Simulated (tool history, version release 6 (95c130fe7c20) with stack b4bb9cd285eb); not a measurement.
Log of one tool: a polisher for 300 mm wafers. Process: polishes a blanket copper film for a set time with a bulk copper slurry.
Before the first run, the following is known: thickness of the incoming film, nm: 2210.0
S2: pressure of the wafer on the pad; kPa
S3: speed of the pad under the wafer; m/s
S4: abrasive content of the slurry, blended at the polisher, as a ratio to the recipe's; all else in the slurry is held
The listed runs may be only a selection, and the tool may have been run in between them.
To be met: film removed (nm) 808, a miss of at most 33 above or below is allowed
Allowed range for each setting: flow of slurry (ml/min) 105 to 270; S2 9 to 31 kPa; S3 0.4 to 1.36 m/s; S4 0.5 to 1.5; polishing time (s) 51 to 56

run 1 hour=0 | flow_of_slurry_(ml/min)=175 S2=20 S3=0.88 S4=1 polishing_time_(s)=56 | film_removed_(nm)=442.12
run 2 hour=1 | flow_of_slurry_(ml/min)=175 S2=20 S3=0.74 S4=1 polishing_time_(s)=56 | film_removed_(nm)=375.86
run 3 hour=4.8 | flow_of_slurry_(ml/min)=175 S2=20 S3=0.96 S4=1 polishing_time_(s)=56 | film_removed_(nm)=485.37
run 4 hour=6.8 | flow_of_slurry_(ml/min)=175 S2=20 S3=0.96 S4=1 polishing_time_(s)=56 | film_removed_(nm)=475.29
run 5 hour=8.4 | flow_of_slurry_(ml/min)=175 S2=20 S3=0.96 S4=1 polishing_time_(s)=56 | film_removed_(nm)=482.76
-- hour=13.2 slurry blender recalibrated
run 6 hour=13.2 | flow_of_slurry_(ml/min)=175 S2=20 S3=0.96 S4=1 polishing_time_(s)=56 | film_removed_(nm)=502.94
run 7 hour=15.8 | flow_of_slurry_(ml/min)=175 S2=22.8 S3=0.96 S4=1 polishing_time_(s)=56 | film_removed_(nm)=567.31
run 8 hour=22.1 | flow_of_slurry_(ml/min)=175 S2=24.8 S3=0.96 S4=1 polishing_time_(s)=56 | film_removed_(nm)=628.3
run 9 hour=27.4 | flow_of_slurry_(ml/min)=185 S2=30.3 S3=0.98 S4=1 polishing_time_(s)=56 | film_removed_(nm)=772.39

Consider the 5 candidate settings below. Which is the only one whose results all fall within their allowed miss of target?
run A hour=32.7 | flow_of_slurry_(ml/min)=165 S2=31 S3=0.88 S4=1.1 polishing_time_(s)=55 | film_removed_(nm)=?
run B hour=32.7 | flow_of_slurry_(ml/min)=170 S2=29.6 S3=1.1 S4=1.1 polishing_time_(s)=54 | film_removed_(nm)=?
run C hour=32.7 | flow_of_slurry_(ml/min)=170 S2=30.3 S3=0.94 S4=1.05 polishing_time_(s)=55 | film_removed_(nm)=?
run D hour=32.7 | flow_of_slurry_(ml/min)=190 S2=30.3 S3=1.06 S4=0.95 polishing_time_(s)=52 | film_removed_(nm)=?
run E hour=32.7 | flow_of_slurry_(ml/min)=180 S2=27.6 S3=1.08 S4=0.8 polishing_time_(s)=56 | film_removed_(nm)=?

move=A film_removed_(nm)=703.18
move=B film_removed_(nm)=816.93
move=C film_removed_(nm)=725.55
move=D film_removed_(nm)=758.19
move=E film_removed_(nm)=720.36
A: lands further from the targets than the last run did
B: all results land within tolerance of their targets
C: lands further from the targets than the last run did
D: lands further from the targets than the last run did
E: lands further from the targets than the last run did
Go with B: it meets all targets.
